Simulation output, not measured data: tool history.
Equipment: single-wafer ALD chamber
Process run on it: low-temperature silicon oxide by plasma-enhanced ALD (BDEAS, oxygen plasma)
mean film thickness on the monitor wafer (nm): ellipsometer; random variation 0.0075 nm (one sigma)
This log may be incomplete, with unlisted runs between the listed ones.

| run | hour | heater temperature setpoint (deg C) | number of ALD cycles (cycles) | mean film thickness on the monitor wafer (nm) |
|---|---|---|---|---|
| 1 | 0.0 | 105 | 32 | 4.0706 |
| 2 | 2.9 | 105 | 34 | 4.3359 |
| 3 | 5.2 | 107 | 32 | 4.0685 |
| 4 | 13.2 | 107 | 36 | 4.5541 |
| 5 | 19.4 | 115 | 36 | 4.5005 |
| 6 | 25.2 | 117 | 34 | 4.2324 |
| 7 | 33.5 | 118 | 32 | 3.9935 |
| 8 | 38.7 | 119 | 30 | 3.7185 |
| 9 | 45.2 | 120 | 29 | 3.6092 |
| 10 | 54.1 | 120 | 29 | 3.6042 |
| 11 | 60.8 | 121 | 28 | 3.4581 |
| 12 | 65.3 | 122 | 28 | 3.4528 |
| 13 | 71.3 | 122 | 28 | 3.4470 |
| 14 | 78.5 | 123 | 28 | 3.4638 |
| 15 | 81.7 | 124 | 27 | 3.3346 |
| 16 | 89.0 | 125 | 27 | 3.3176 |
| 17 | 96.8 | 126 | 27 | 3.3093 |
| 18 | 100.0 | 127 | 27 | 3.2993 |
| 19 | 102.4 | 128 | 27 | 3.2973 |

Run 20 comes next. What will it give?
| 20 | 103.2 | 129 | 27 | ? |

mean film thickness on the monitor wafer (nm): 3.2861
